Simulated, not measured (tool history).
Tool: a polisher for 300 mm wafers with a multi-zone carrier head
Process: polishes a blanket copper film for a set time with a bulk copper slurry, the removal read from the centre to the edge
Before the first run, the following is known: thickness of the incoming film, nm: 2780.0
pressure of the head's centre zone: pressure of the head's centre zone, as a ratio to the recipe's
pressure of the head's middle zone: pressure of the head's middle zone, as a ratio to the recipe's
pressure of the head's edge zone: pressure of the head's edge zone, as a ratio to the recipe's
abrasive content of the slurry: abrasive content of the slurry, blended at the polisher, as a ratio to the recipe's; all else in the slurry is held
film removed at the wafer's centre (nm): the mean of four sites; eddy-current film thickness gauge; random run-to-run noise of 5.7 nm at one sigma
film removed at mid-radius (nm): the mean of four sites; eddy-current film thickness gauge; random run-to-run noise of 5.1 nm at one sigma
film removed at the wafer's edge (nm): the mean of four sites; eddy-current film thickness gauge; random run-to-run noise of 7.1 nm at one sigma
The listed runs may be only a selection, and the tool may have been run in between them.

run	day	flow of slurry (ml/min)	pressure of the head's centre zone	pressure of the head's middle zone	pressure of the head's edge zone	abrasive content of the slurry	polishing time (s)	film removed at the wafer's centre (nm)	film removed at mid-radius (nm)	film removed at the wafer's edge (nm)
1	0	140	1	1	1	1	41	387.69	392.67	388.9
2	0.242	140	1	1	1	0.85	41	375.95	370.53	374.34
3	0.508	140	1.07	1	1	0.85	41	394.62	375	359.55
4	0.717	145	1.06	0.99	1.02	0.9	41	402	381.6	380.49
5	0.808	145	1.11	0.99	1.02	0.9	41	420.66	377.93	373.8
6	1.062	150	1.1	0.99	1.04	0.95	41	431.28	391.69	378.83
7	1.188	155	1.08	0.98	1.05	1	41	413.72	397.7	393.37
8	1.554	155	1.09	0.96	1.06	1.05	42	445.53	407.52	416.17

Expected results for the next run?
9	1.654	160	1.09	0.95	1.07	1.1	42	?	?	?

For run 9 the tool returned film removed at the wafer's centre (nm) 449.92, film removed at mid-radius (nm) 402.01, film removed at the wafer's edge (nm) 412.88.

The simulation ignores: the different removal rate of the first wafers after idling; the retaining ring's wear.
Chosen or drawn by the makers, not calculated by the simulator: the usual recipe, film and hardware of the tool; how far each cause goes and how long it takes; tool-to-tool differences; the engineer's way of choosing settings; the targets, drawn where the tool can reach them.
